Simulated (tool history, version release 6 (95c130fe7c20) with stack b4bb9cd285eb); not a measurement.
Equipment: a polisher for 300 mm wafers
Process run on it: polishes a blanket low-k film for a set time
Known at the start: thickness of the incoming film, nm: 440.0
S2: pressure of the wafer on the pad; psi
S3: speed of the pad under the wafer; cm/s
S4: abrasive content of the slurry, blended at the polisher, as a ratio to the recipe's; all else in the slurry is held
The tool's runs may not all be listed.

run 1 hour=0.0 | flow_of_slurry_(ml/min)=270 S2=2.2 S3=80 S4=1.0 polishing_time_(s)=25 | film_removed_(angstrom)=83.632
run 2 hour=1.0 | flow_of_slurry_(ml/min)=270 S2=2.2 S3=80 S4=1.0 polishing_time_(s)=25 | film_removed_(angstrom)=83.705
run 3 hour=6.0 | flow_of_slurry_(ml/min)=270 S2=2.2 S3=92 S4=1.0 polishing_time_(s)=25 | film_removed_(angstrom)=92.743
run 4 hour=9.7 | flow_of_slurry_(ml/min)=270 S2=2.2 S3=108 S4=1.0 polishing_time_(s)=25 | film_removed_(angstrom)=104.920
run 5 hour=18.0 | flow_of_slurry_(ml/min)=270 S2=1.8 S3=108 S4=1.0 polishing_time_(s)=25 | film_removed_(angstrom)=87.634
run 6 hour=24.8 | flow_of_slurry_(ml/min)=270 S2=1.6 S3=108 S4=1.0 polishing_time_(s)=25 | film_removed_(angstrom)=77.793
run 7 hour=32.9 | flow_of_slurry_(ml/min)=270 S2=1.5 S3=108 S4=1.0 polishing_time_(s)=25 | film_removed_(angstrom)=73.794

For run 8, what comes out?
run 8 hour=38.6 | flow_of_slurry_(ml/min)=270 S2=1.4 S3=108 S4=1.0 polishing_time_(s)=25 | film_removed_(angstrom)=?

Run 8 came out at film removed (angstrom) 68.063.
